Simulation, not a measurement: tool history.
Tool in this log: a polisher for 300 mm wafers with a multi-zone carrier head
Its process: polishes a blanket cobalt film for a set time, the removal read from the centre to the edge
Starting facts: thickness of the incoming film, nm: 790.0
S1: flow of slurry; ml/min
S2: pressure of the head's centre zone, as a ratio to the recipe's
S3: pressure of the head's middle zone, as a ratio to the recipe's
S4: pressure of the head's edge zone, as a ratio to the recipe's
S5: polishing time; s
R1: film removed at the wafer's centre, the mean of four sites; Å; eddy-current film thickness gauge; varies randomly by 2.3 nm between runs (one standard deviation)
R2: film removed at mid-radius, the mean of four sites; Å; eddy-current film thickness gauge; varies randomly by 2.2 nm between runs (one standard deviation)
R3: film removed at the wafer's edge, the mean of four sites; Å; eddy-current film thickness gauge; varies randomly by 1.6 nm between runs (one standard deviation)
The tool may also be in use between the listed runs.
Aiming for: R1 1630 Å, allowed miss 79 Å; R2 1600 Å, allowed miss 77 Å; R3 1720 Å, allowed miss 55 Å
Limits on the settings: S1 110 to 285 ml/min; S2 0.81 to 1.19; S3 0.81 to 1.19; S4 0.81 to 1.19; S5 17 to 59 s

run	day	S1	S2	S3	S4	S5	R1	R2	R3
1	0	180	1	1	1	38	1454.7	1491.8	1486.6
2	0.071	180	1	1	1	34	1294.6	1345.8	1299.4
3	0.112	180	1.03	1	1	34	1388.9	1330.8	1312.3
4	0.271	180	1.03	0.94	1	34	1338.5	1283.1	1300.1
5	0.367	180	1.03	0.94	1.04	34	1323.7	1274.1	1343.2
6	0.533	185	1.04	0.96	1.06	35	1422.7	1341.5	1376.1
7	0.746	185	1.03	0.96	1.07	36	1451.3	1337.7	1455.3
8	0.975	235	1.03	1.06	1.17	39	1636.8	1681	1622.5

Which single option among these 4 for the next run brings every result within its allowed miss of target? Just one does.
A	1.204	255	1.12	1.15	1.13	37	?	?	?
B	1.204	240	1.05	1.03	1.17	37	?	?	?
C	1.204	270	1	0.97	1.17	40	?	?	?
D	1.204	255	1.12	1.1	1.14	36	?	?	?

move	R1	R2	R3
A	1669.4	1687.5	1535.7
B	1551.9	1526.4	1555.2
C	1618.5	1588.3	1698.2
D	1623.7	1580.3	1501.2
A: its largest miss is bigger than the last run's
B: its largest miss is bigger than the last run's
C: hits every target within its allowed miss
D: its largest miss is bigger than the last run's
C meets every target.

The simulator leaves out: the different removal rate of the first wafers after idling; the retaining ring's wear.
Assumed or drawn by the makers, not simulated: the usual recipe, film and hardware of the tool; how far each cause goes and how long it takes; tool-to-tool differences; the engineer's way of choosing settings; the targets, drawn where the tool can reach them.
